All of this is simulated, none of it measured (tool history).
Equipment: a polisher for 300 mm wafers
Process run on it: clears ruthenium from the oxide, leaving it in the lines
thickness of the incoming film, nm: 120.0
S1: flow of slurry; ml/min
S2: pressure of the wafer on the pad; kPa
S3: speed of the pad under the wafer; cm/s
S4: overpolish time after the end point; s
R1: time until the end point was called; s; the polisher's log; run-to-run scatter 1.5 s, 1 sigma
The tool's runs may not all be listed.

Run 1, hour 0.0: S1 275 ml/min, S2 11.0 kPa, S3 88 cm/s, S4 16 s. Result: R1 134.17 s.
Run 2, hour 1.3: S1 310 ml/min, S2 11.0 kPa, S3 88 cm/s, S4 16 s. Result: R1 131.64 s.
Run 3, hour 2.9: S1 310 ml/min, S2 13.1 kPa, S3 88 cm/s, S4 16 s. Result: R1 114.33 s.
Run 4, hour 10.7: S1 310 ml/min, S2 13.1 kPa, S3 98 cm/s, S4 16 s. Result: R1 102.21 s.
Run 5, hour 18.4: S1 310 ml/min, S2 13.1 kPa, S3 90 cm/s, S4 16 s. Result: R1 111.46 s.
Run 6, hour 20.1: S1 310 ml/min, S2 13.1 kPa, S3 90 cm/s, S4 16 s. Result: R1 110.75 s.

Run 7 has not been measured yet. What should we expect?
Run 7, hour 27.0: S1 310 ml/min, S2 12.4 kPa, S3 90 cm/s, S4 16 s. Result: R1 ?.

Run 7 measured R1 118.12 s.
